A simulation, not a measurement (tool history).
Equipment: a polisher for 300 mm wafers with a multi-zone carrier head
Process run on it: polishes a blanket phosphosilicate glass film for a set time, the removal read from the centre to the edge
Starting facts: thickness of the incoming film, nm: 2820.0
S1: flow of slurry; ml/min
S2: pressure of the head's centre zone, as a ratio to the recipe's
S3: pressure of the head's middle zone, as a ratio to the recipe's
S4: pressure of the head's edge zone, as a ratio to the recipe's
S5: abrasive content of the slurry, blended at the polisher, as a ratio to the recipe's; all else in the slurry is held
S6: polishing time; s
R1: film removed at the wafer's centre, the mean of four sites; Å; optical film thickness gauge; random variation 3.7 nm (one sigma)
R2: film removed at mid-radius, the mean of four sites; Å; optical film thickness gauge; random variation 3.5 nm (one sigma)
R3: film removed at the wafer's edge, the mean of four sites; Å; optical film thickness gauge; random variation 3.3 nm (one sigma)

Run 1, hour 0: S1 295 ml/min, S2 1, S3 1, S4 1, S5 1, S6 49 s. Result: R1 4448.6 Å, R2 4472.4 Å, R3 4418.2 Å.
Run 2, hour 6: S1 290 ml/min, S2 0.99, S3 0.97, S4 1, S5 0.9, S6 47 s. Result: R1 3930 Å, R2 4089 Å, R3 4152.3 Å.
Run 3, hour 9.4: S1 290 ml/min, S2 0.99, S3 1.05, S4 1, S5 0.9, S6 47 s. Result: R1 3954.3 Å, R2 4244.2 Å, R3 4121.7 Å.
Run 4, hour 17.4: S1 290 ml/min, S2 0.99, S3 1.1, S4 1, S5 0.9, S6 47 s. Result: R1 4029.8 Å, R2 4479.4 Å, R3 4208.1 Å.
Run 5, hour 21.8: S1 290 ml/min, S2 0.99, S3 1.1, S4 1, S5 0.75, S6 47 s. Result: R1 3794 Å, R2 4221.9 Å, R3 3811.4 Å.
Run 6, hour 26.6: S1 285 ml/min, S2 0.99, S3 1.05, S4 1.02, S5 0.7, S6 45 s. Result: R1 3496.3 Å, R2 3720.5 Å, R3 3558.4 Å.
Run 7, hour 30.4: S1 280 ml/min, S2 0.99, S3 1.02, S4 1.03, S5 0.65, S6 43 s. Result: R1 3130.7 Å, R2 3333.1 Å, R3 3369.1 Å.

Forecast run 8:
Run 8, hour 39.2: S1 280 ml/min, S2 0.99, S3 1.02, S4 1.03, S5 0.65, S6 43 s. Result: R1 ?, R2 ?, R3 ?.

R1: 3270.2 Å
R2: 3302.9 Å
R3: 3359.2 Å

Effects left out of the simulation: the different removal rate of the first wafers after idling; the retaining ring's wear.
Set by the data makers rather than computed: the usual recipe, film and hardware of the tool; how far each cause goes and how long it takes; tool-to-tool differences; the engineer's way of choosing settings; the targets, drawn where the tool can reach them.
